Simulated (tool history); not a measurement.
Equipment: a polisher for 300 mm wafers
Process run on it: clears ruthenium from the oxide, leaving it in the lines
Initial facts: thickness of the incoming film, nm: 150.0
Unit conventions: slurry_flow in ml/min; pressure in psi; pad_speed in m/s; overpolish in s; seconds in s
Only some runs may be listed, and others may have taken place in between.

{"run": 1, "day": 0.0, "slurry_flow": 185, "pressure": 2.1, "pad_speed": 1.22, "overpolish": 2, "seconds": 90.284}
{"run": 2, "day": 0.196, "slurry_flow": 185, "pressure": 2.3, "pad_speed": 1.24, "overpolish": 2, "seconds": 77.898}
{"run": 3, "day": 0.383, "slurry_flow": 185, "pressure": 2.4, "pad_speed": 1.24, "overpolish": 2, "seconds": 75.585}
{"run": 4, "day": 0.588, "slurry_flow": 155, "pressure": 2.4, "pad_speed": 1.24, "overpolish": 2, "seconds": 77.089}
{"run": 5, "day": 0.758, "slurry_flow": 155, "pressure": 2.5, "pad_speed": 1.24, "overpolish": 2, "seconds": 74.97}
{"run": 6, "day": 1.092, "slurry_flow": 155, "pressure": 2.1, "pad_speed": 1.24, "overpolish": 2, "seconds": 89.411}
{"run": 7, "day": 1.462, "slurry_flow": 155, "pressure": 2.2, "pad_speed": 1.26, "overpolish": 2, "seconds": 84.342}
{"run": 8, "day": 1.508, "slurry_flow": 155, "pressure": 2.3, "pad_speed": 1.28, "overpolish": 2, "seconds": 78.338}
{"run": 9, "day": 1.546, "slurry_flow": 155, "pressure": 2.4, "pad_speed": 1.28, "overpolish": 2, "seconds": 76.405}
{"run": 10, "day": 1.879, "slurry_flow": 155, "pressure": 2.5, "pad_speed": 1.3, "overpolish": 2, "seconds": 72.373}
{"run": 11, "day": 1.975, "slurry_flow": 155, "pressure": 2.6, "pad_speed": 1.32, "overpolish": 2, "seconds": 68.499}

What will run 12 give?
{"run": 12, "day": 2.183, "slurry_flow": 155, "pressure": 2.7, "pad_speed": 1.32, "overpolish": 2, "seconds": "?"}

seconds: 64.874 s
